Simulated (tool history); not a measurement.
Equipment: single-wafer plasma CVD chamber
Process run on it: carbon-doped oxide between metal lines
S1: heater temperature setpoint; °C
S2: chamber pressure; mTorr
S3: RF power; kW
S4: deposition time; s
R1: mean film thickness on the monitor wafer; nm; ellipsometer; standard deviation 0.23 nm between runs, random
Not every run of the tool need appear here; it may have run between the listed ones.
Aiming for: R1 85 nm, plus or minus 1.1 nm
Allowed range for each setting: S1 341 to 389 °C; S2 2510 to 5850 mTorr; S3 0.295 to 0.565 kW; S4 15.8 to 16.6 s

| run | hour | S1 | S2 | S3 | S4 | R1 |
|---|---|---|---|---|---|---|
| 1 | 0 | 365 | 4180 | 0.43 | 16.6 | 74.513 |
| 2 | 3.5 | 365 | 4180 | 0.43 | 15.8 | 71.039 |
| 3 | 9.5 | 365 | 4180 | 0.43 | 15.8 | 70.982 |
| 4 | 12.4 | 370 | 4180 | 0.43 | 15.8 | 70.343 |
| 5 | 19.5 | 366 | 4180 | 0.43 | 15.8 | 70.827 |
| 6 | 22.1 | 366 | 4180 | 0.465 | 15.8 | 76.169 |
| 7 | 28.1 | 363 | 4450 | 0.47 | 15.8 | 78.122 |
| 8 | 34 | 360 | 4640 | 0.47 | 15.8 | 79.404 |
| 9 | 39.7 | 358 | 4770 | 0.47 | 15.8 | 79.893 |
| 10 | 48.3 | 356 | 4910 | 0.47 | 15.8 | 81.18 |
| 11 | 56.6 | 354 | 4980 | 0.47 | 15.8 | 81.654 |
| 12 | 65.2 | 352 | 5050 | 0.47 | 15.8 | 81.999 |
| 13 | 68.8 | 351 | 5130 | 0.47 | 15.8 | 82.47 |
| 14 | 76.9 | 350 | 5200 | 0.47 | 15.8 | 83.088 |

Consider the 5 candidate settings below. Which is the only one whose results all fall within their allowed miss of target?
| A | 85 | 363 | 4710 | 0.475 | 16.1 | ? |
| B | 85 | 351 | 5300 | 0.455 | 15.9 | ? |
| C | 85 | 351 | 4760 | 0.465 | 16.6 | ? |
| D | 85 | 350 | 5310 | 0.45 | 15.8 | ? |
| E | 85 | 348 | 5070 | 0.455 | 15.9 | ? |

| move | R1 |
|---|---|
| A | 81.426 |
| B | 81.429 |
| C | 84.938 |
| D | 80.409 |
| E | 81.494 |
A: further off than the last run
B: further off than the last run
C: each result inside its tolerance
D: further off than the last run
E: further off than the last run
The move that meets every target is C.
